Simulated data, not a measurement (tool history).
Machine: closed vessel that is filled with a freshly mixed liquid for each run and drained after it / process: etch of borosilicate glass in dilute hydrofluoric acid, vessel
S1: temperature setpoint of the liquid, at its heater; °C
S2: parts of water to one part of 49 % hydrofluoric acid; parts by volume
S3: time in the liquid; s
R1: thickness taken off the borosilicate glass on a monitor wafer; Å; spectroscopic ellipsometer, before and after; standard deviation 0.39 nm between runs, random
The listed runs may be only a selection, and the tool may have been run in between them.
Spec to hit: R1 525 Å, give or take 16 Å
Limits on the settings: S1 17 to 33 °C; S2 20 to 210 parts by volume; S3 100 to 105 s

run 1 day=0 | S1=25 S2=115 S3=100 | R1=310.07
run 2 day=0.279 | S1=23 S2=115 S3=100 | R1=283.79
run 3 day=0.592 | S1=23 S2=85 S3=100 | R1=397.44
run 4 day=0.742 | S1=23 S2=85 S3=105 | R1=419.95
run 5 day=0.938 | S1=23 S2=45 S3=105 | R1=830.25
run 6 day=1.021 | S1=22 S2=45 S3=105 | R1=803.57
run 7 day=1.179 | S1=21 S2=50 S3=105 | R1=689.9
run 8 day=1.404 | S1=20.5 S2=50 S3=105 | R1=681.12
run 9 day=1.783 | S1=20 S2=50 S3=105 | R1=644.65
run 10 day=1.983 | S1=17 S2=60 S3=105 | R1=470.28
run 11 day=2.029 | S1=17.5 S2=60 S3=105 | R1=483.49
run 12 day=2.304 | S1=18 S2=60 S3=105 | R1=496.63

Which single option among these 4 for the next run brings every result within its allowed miss of target? Just one does.
run A day=2.579 | S1=21 S2=70 S3=105 | R1=?
run B day=2.579 | S1=17 S2=55 S3=105 | R1=?
run C day=2.579 | S1=17 S2=55 S3=100 | R1=?
run D day=2.579 | S1=17.5 S2=60 S3=105 | R1=?

move=A R1=482.61
move=B R1=527.35
move=C R1=502.24
move=D R1=491.22
A: the biggest miss grows against the last run
B: all results in spec
C: closes in on the targets versus the last run, not all within tolerance yet
D: the biggest miss grows against the last run
B is the move that brings every result within its allowed miss.
